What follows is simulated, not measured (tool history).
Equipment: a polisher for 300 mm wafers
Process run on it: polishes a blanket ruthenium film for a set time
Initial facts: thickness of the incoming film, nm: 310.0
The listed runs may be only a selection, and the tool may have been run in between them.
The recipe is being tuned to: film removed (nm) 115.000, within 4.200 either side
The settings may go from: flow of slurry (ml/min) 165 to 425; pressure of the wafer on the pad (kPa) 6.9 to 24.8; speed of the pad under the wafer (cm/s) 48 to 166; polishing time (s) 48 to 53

run  hour  flow of slurry (ml/min)  pressure of the wafer on the pad (kPa)  speed of the pad under the wafer (cm/s)  polishing time (s)  film removed (nm)
  1   0.0                      275                                    15.9                                      106                  53             74.836
  2   6.3                      275                                    18.6                                      106                  53             85.045
  3  14.6                      275                                    18.6                                      106                  53             83.398
  4  16.1                      275                                    19.3                                      106                  53             85.266
  5  18.9                      275                                    19.3                                      128                  53            105.180
  6  25.2                      275                                    19.3                                      128                  53            104.110
  7  33.8                      275                                    19.3                                      128                  53            104.040
  8  38.8                      275                                    20.7                                      128                  53            110.380

Exercise: of the 5 proposed moves below, exactly one satisfies all targets within the stated allowed misses. Which move is it?
  A  43.8                      305                                    22.1                                      112                  51                  ?
  B  43.8                      265                                    20.7                                      126                  52                  ?
  C  43.8                      225                                    19.3                                      148                  52                  ?
  D  43.8                      260                                    18.6                                      134                  53                  ?
  E  43.8                      185                                    20.0                                      138                  51                  ?

move  film removed (nm)
   A             97.358
   B            104.210
   C            113.180
   D            103.870
   E            103.390
A: moves away from the targets compared with the last run
B: moves away from the targets compared with the last run
C: all results land within tolerance of their targets
D: moves away from the targets compared with the last run
E: moves away from the targets compared with the last run
C is the move that brings every result within its allowed miss.

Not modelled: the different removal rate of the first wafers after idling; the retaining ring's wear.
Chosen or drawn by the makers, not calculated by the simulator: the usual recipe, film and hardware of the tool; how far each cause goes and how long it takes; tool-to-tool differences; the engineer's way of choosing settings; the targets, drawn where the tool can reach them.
